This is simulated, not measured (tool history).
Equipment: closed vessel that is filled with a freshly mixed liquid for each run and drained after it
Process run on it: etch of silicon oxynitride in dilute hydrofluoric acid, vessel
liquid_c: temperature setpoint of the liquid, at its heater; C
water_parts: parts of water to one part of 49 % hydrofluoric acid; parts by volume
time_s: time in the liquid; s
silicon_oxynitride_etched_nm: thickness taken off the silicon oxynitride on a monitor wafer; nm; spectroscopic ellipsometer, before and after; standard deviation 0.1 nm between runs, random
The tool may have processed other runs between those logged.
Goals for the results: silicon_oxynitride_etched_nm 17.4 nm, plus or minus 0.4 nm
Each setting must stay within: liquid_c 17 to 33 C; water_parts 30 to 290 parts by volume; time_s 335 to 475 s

run,day,liquid_c,water_parts,time_s,silicon_oxynitride_etched_nm
1,0,25,160,475,12.188
2,0.192,27,160,475,13.194
3,0.329,28,160,475,13.592
4,0.621,28,110,475,20.822
5,0.7,28,110,475,20.978
6,1.054,28,110,335,14.746
7,1.288,29,110,335,15.513
8,1.354,29.5,105,335,16.509

Exactly one of the 5 candidate moves below puts every result within its allowed miss. Which one?
A,1.421,30.5,105,350,?
B,1.421,30.5,105,335,?
C,1.421,28.5,105,385,?
D,1.421,29,115,355,?
E,1.421,32.5,140,450,?

move,silicon_oxynitride_etched_nm
A,18.197
B,17.418
C,18.299
D,15.605
E,18.459
A: pushes the last run's worst result past its target
B: meets every target
C: pushes the last run's worst result past its target
D: its largest miss is bigger than the last run's
E: pushes the last run's worst result past its target
B meets every target.
